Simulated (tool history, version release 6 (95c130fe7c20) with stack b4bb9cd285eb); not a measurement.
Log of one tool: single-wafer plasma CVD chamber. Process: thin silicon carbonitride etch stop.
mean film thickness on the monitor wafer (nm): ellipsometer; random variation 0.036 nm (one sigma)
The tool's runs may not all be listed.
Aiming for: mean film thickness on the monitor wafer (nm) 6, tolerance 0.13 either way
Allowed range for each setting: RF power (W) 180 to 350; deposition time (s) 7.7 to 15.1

run  hour  RF power (W)  deposition time (s)  mean film thickness on the monitor wafer (nm)
  1     0           265                 11.4                                         7.1363
  2     2           240                 11.4                                         6.8962
  3   5.1           240                 10.3                                         6.1517
  4   9.8           240                  8.9                                         5.3377
  5  16.5           255                  8.9                                         5.4407
  6  22.8           220                  8.9                                         5.2094
  7  24.7           240                  9.1                                          5.425
     32.9  -- thermocouple changed; heater temperature recalibrated
  8  32.9           255                  9.2                                         5.6321

Which single option among these 5 for the next run brings every result within its allowed miss of target? Just one does.
  A  41.1           195                  9.5                                              ?
  B  41.1           310                  9.3                                              ?
  C  41.1           240                  8.2                                              ?
  D  41.1           230                    9                                              ?
  E  41.1           230                  8.8                                              ?

move  mean film thickness on the monitor wafer (nm)
   A                                          5.433
   B                                         6.0157
   C                                         4.9515
   D                                         5.3737
   E                                         5.2543
A: misses by more than the last run did
B: every result within its allowed miss
C: misses by more than the last run did
D: misses by more than the last run did
E: misses by more than the last run did
Go with B: it meets all targets.

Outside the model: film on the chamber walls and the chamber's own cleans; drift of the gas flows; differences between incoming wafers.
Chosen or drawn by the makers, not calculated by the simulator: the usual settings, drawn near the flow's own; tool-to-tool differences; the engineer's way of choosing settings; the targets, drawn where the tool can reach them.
